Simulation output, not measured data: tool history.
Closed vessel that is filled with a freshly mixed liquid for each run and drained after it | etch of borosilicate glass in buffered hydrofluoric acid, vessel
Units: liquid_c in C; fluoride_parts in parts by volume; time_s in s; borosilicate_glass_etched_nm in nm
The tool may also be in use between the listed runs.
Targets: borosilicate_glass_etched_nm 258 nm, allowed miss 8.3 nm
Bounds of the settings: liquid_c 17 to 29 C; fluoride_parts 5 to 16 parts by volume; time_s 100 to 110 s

run	hour	liquid_c	fluoride_parts	time_s	borosilicate_glass_etched_nm
1	0	21	9.5	100	117.59
2	7.5	21	9.5	100	116.88
3	12.5	23.5	8.5	100	149.85
4	16.6	25	8	100	172.01
5	24.4	25	8	100	174.38
6	31.1	25	6	100	231.87
7	37.9	25.5	6	100	235.6
8	40.5	26	6	100	244.77

Which of these 5 next moves meets every target?
A	43.1	29	7.5	105	?
B	43.1	23	5	105	?
C	43.1	25.5	6	100	?
D	43.1	25.5	6.5	105	?
E	43.1	25	6	100	?

move	borosilicate_glass_etched_nm
A	238.46
B	253.59
C	234.3
D	228.98
E	228.21
A: further off than the last run
B: meets every target
C: further off than the last run
D: further off than the last run
E: further off than the last run
The right move is B.
